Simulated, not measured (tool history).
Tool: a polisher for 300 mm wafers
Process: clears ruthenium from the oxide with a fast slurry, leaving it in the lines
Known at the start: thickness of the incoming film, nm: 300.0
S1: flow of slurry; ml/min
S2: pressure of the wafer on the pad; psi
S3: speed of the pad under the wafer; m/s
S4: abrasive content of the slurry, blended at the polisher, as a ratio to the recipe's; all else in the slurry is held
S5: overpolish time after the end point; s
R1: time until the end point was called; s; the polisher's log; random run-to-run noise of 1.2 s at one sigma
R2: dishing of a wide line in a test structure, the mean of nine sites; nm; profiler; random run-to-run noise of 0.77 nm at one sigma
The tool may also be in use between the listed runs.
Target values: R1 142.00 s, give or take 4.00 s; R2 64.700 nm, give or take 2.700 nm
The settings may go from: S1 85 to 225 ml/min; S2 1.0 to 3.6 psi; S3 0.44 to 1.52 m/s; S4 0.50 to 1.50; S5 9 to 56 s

{"run": 1, "hour": 0.0, "S1": 145, "S2": 2.3, "S3": 0.98, "S4": 1.0, "S5": 29, "R1": 110.09, "R2": 57.577}
{"run": 2, "hour": 3.0, "S1": 140, "S2": 2.2, "S3": 0.98, "S4": 1.0, "S5": 31, "R1": 114.93, "R2": 57.588}
{"run": 3, "hour": 8.3, "S1": 135, "S2": 2.1, "S3": 0.98, "S4": 1.0, "S5": 33, "R1": 120.38, "R2": 57.937}
{"run": 4, "hour": 15.3, "S1": 130, "S2": 2.0, "S3": 0.98, "S4": 1.0, "S5": 35, "R1": 126.89, "R2": 58.951}
{"run": 5, "hour": 19.5, "S1": 130, "S2": 2.0, "S3": 0.98, "S4": 1.2, "S5": 35, "R1": 119.04, "R2": 61.973}
{"run": 6, "hour": 25.8, "S1": 160, "S2": 2.0, "S3": 0.98, "S4": 1.2, "S5": 35, "R1": 112.83, "R2": 63.88}
{"run": 7, "hour": 28.1, "S1": 150, "S2": 1.9, "S3": 0.98, "S4": 1.2, "S5": 36, "R1": 122.4, "R2": 62.523}
{"run": 8, "hour": 32.8, "S1": 145, "S2": 1.9, "S3": 0.98, "S4": 1.2, "S5": 37, "R1": 121.49, "R2": 62.206}
{"run": 9, "hour": 39.7, "S1": 140, "S2": 1.9, "S3": 0.98, "S4": 1.2, "S5": 38, "R1": 123.37, "R2": 63.173}
{"run": 10, "hour": 48.7, "S1": 135, "S2": 1.9, "S3": 0.98, "S4": 1.2, "S5": 39, "R1": 124.64, "R2": 66.297}
{"run": 11, "hour": 52.3, "S1": 130, "S2": 1.9, "S3": 0.98, "S4": 1.2, "S5": 40, "R1": 124.07, "R2": 65.626}
{"run": 12, "hour": 56.0, "S1": 125, "S2": 1.9, "S3": 0.98, "S4": 1.2, "S5": 41, "R1": 124.77, "R2": 67.544}
{"run": 13, "hour": 57.3, "S1": 100, "S2": 1.6, "S3": 0.98, "S4": 1.2, "S5": 43, "R1": 153.83, "R2": 59.338}
{"run": 14, "hour": 63.1, "S1": 105, "S2": 1.6, "S3": 0.98, "S4": 1.2, "S5": 43, "R1": 153.28, "R2": 58.267}
{"run": 15, "hour": 70.5, "S1": 105, "S2": 1.6, "S3": 0.98, "S4": 1.2, "S5": 43, "R1": 153.08, "R2": 59.756}
{"run": 16, "hour": 75.2, "S1": 110, "S2": 1.6, "S3": 0.98, "S4": 1.2, "S5": 43, "R1": 151.41, "R2": 59.233}
{"run": 17, "hour": 82.0, "S1": 115, "S2": 1.6, "S3": 0.98, "S4": 1.2, "S5": 43, "R1": 150.03, "R2": 61.257}
{"run": 18, "hour": 83.1, "S1": 145, "S2": 1.7, "S3": 0.98, "S4": 1.2, "S5": 43, "R1": 133.96, "R2": 64.61}
{"run": 19, "hour": 84.5, "S1": 140, "S2": 1.7, "S3": 0.98, "S4": 1.2, "S5": 43, "R1": 137.04, "R2": 64.875}
{"run": 20, "hour": 87.6, "S1": 135, "S2": 1.7, "S3": 0.98, "S4": 1.2, "S5": 43, "R1": 137.64, "R2": 64.105}

Which one of the following 5 next-run settings gets every result inside its allowed miss? There is exactly one.
{"run": "A", "hour": 90.7, "S1": 120, "S2": 1.8, "S3": 0.9, "S4": 1.25, "S5": 45, "R1": "?", "R2": "?"}
{"run": "B", "hour": 90.7, "S1": 125, "S2": 1.7, "S3": 0.9, "S4": 1.2, "S5": 54, "R1": "?", "R2": "?"}
{"run": "C", "hour": 90.7, "S1": 130, "S2": 1.5, "S3": 1.0, "S4": 1.15, "S5": 42, "R1": "?", "R2": "?"}
{"run": "D", "hour": 90.7, "S1": 175, "S2": 1.7, "S3": 0.88, "S4": 1.1, "S5": 48, "R1": "?", "R2": "?"}
{"run": "E", "hour": 90.7, "S1": 205, "S2": 1.7, "S3": 0.98, "S4": 1.15, "S5": 45, "R1": "?", "R2": "?"}

move=A R1=141.81 R2=65.323
move=B R1=150.98 R2=71.092
move=C R1=156.09 R2=57.800
move=D R1=150.87 R2=65.447
move=E R1=131.65 R2=68.881
A: in spec on every target
B: takes the result that was furthest off past its target
C: takes the result that was furthest off past its target
D: takes the result that was furthest off past its target
E: misses by more than the last run did
Move A is the one to make.
